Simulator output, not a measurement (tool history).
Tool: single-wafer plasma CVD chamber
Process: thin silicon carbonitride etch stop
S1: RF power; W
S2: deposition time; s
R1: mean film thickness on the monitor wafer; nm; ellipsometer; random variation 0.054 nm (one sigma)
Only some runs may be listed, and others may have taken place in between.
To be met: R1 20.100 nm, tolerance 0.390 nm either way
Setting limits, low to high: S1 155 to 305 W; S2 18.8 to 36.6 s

run	hour	S1	S2	R1
1	0.0	230	27.7	15.227
2	3.6	255	27.7	15.870
3	8.3	255	24.0	13.756
4	9.5	260	25.1	14.465
# hour 13.8: RF generator calibrated
5	13.8	260	23.3	13.779
6	20.0	260	21.6	12.780
7	25.3	295	26.0	16.120
8	33.1	295	26.7	16.574
9	40.9	295	27.3	16.930
10	43.7	295	27.9	17.269
11	49.1	295	28.4	17.516
12	54.3	305	32.7	20.582

Below are 4 possible settings for the next run. Only one of them brings all results inside the allowed miss of their targets. Which is it?
A	59.5	305	33.4	?
B	59.5	295	32.6	?
C	59.5	305	33.7	?
D	59.5	305	34.0	?

move	R1
A	20.969
B	20.216
C	21.158
D	21.346
A: moves away from the targets compared with the last run
B: hits every target within its allowed miss
C: moves away from the targets compared with the last run
D: moves away from the targets compared with the last run
Answer: B
